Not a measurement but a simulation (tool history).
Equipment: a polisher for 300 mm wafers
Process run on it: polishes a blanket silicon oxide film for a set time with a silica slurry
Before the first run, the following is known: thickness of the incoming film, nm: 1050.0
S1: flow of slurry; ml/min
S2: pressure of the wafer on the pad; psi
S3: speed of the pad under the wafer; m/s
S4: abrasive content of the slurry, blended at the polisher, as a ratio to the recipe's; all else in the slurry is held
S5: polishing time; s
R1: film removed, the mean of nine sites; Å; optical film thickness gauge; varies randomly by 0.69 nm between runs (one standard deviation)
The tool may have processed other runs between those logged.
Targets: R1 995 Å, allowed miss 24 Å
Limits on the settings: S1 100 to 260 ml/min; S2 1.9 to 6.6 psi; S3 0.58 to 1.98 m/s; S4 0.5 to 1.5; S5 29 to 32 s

run 1 hour=0 | S1=165 S2=4.2 S3=1.28 S4=1 S5=32 | R1=1461.7
run 2 hour=7.3 | S1=165 S2=5.1 S3=1.28 S4=1 S5=32 | R1=1705.9
run 3 hour=14.4 | S1=165 S2=5.7 S3=1.28 S4=1 S5=32 | R1=1875.7
run 4 hour=15.1 | S1=160 S2=5 S3=1.28 S4=1 S5=32 | R1=1692.5
run 5 hour=16.3 | S1=185 S2=5 S3=1.28 S4=1 S5=32 | R1=1733.5
run 6 hour=17.8 | S1=170 S2=4.4 S3=1.28 S4=1 S5=32 | R1=1524.6
run 7 hour=20.5 | S1=160 S2=3.9 S3=1.28 S4=1 S5=32 | R1=1361.7
run 8 hour=28.8 | S1=150 S2=3.6 S3=1.28 S4=1 S5=32 | R1=1265.5
-- hour=35.2 head pressure recalibrated
run 9 hour=35.2 | S1=145 S2=3.4 S3=1.28 S4=1 S5=32 | R1=1119.9
run 10 hour=37.6 | S1=140 S2=3.4 S3=1.28 S4=1 S5=32 | R1=1104.7
run 11 hour=43.9 | S1=135 S2=3.4 S3=1.28 S4=1 S5=32 | R1=1092.5
run 12 hour=44.6 | S1=130 S2=3.4 S3=1.28 S4=1 S5=32 | R1=1094.8
run 13 hour=47.4 | S1=125 S2=3.4 S3=1.28 S4=1 S5=32 | R1=1070.1
run 14 hour=55 | S1=120 S2=3.4 S3=1.28 S4=1 S5=32 | R1=1064.5
run 15 hour=60.7 | S1=115 S2=3.4 S3=1.28 S4=1 S5=32 | R1=1064.9
run 16 hour=69.3 | S1=110 S2=3.4 S3=1.28 S4=1 S5=32 | R1=1047

Of the 5 settings listed for the next run, only one would bring every result within its allowed miss of target. Which one?
run A hour=77.9 | S1=140 S2=3.5 S3=1.34 S4=1.05 S5=29 | R1=?
run B hour=77.9 | S1=140 S2=2.8 S3=1.56 S4=1 S5=29 | R1=?
run C hour=77.9 | S1=105 S2=3.6 S3=1.26 S4=1 S5=31 | R1=?
run D hour=77.9 | S1=100 S2=3.5 S3=1.32 S4=0.95 S5=32 | R1=?
run E hour=77.9 | S1=105 S2=3.4 S3=1.44 S4=0.9 S5=31 | R1=?

move=A R1=1076.2
move=B R1=983.98
move=C R1=1029.4
move=D R1=1034.4
move=E R1=1031.4
A: lands further from the targets than the last run did
B: every result within its allowed miss
C: nearer than the last run, and not there yet
D: nearer than the last run, and not there yet
E: nearer than the last run, and not there yet
Correct choice: B, which meets every target
